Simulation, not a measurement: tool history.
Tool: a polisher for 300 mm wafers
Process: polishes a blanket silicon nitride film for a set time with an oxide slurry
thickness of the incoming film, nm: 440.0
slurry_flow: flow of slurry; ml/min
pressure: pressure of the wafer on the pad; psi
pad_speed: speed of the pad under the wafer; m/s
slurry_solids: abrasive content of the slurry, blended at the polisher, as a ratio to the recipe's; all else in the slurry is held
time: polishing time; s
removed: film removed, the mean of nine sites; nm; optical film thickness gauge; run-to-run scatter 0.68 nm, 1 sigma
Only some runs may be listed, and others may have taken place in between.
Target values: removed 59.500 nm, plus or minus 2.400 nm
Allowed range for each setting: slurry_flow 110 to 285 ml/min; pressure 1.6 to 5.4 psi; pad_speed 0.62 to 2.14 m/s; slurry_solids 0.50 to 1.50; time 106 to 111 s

Run 1, day 0.000: slurry_flow 180 ml/min, pressure 3.5 psi, pad_speed 1.38 m/s, slurry_solids 1.00, time 106 s. Result: removed 66.596 nm.
Run 2, day 0.225: slurry_flow 180 ml/min, pressure 4.1 psi, pad_speed 1.38 m/s, slurry_solids 1.00, time 106 s. Result: removed 78.640 nm.
Run 3, day 0.304: slurry_flow 180 ml/min, pressure 4.1 psi, pad_speed 1.38 m/s, slurry_solids 1.00, time 106 s. Result: removed 78.505 nm.
Run 4, day 0.496: slurry_flow 180 ml/min, pressure 4.0 psi, pad_speed 1.38 m/s, slurry_solids 1.00, time 106 s. Result: removed 75.697 nm.
Run 5, day 0.579: slurry_flow 180 ml/min, pressure 4.0 psi, pad_speed 1.38 m/s, slurry_solids 1.00, time 106 s. Result: removed 76.738 nm.
Run 6, day 0.717: slurry_flow 180 ml/min, pressure 3.9 psi, pad_speed 1.38 m/s, slurry_solids 1.00, time 106 s. Result: removed 74.700 nm.
Run 7, day 0.762: slurry_flow 180 ml/min, pressure 3.9 psi, pad_speed 1.38 m/s, slurry_solids 1.00, time 106 s. Result: removed 74.006 nm.
At day 0.867: slurry nozzle cleaned.
Run 8, day 0.867: slurry_flow 175 ml/min, pressure 3.1 psi, pad_speed 1.36 m/s, slurry_solids 1.00, time 106 s. Result: removed 62.044 nm.

Of the 4 settings listed for the next run, only one would bring every result within its allowed miss of target. Which one?
Run A, day 0.971: slurry_flow 190 ml/min, pressure 3.2 psi, pad_speed 1.18 m/s, slurry_solids 1.05, time 106 s. Result: removed ?.
Run B, day 0.971: slurry_flow 160 ml/min, pressure 2.2 psi, pad_speed 1.64 m/s, slurry_solids 1.10, time 106 s. Result: removed ?.
Run C, day 0.971: slurry_flow 190 ml/min, pressure 2.6 psi, pad_speed 1.34 m/s, slurry_solids 1.05, time 106 s. Result: removed ?.
Run D, day 0.971: slurry_flow 180 ml/min, pressure 2.6 psi, pad_speed 1.42 m/s, slurry_solids 1.00, time 106 s. Result: removed ?.

move  removed
   A   59.100
   B   53.286
   C   53.562
   D   54.362
A: every result lands within tolerance
B: pushes the last run's worst result past its target
C: pushes the last run's worst result past its target
D: pushes the last run's worst result past its target
Correct choice: A, which meets every target
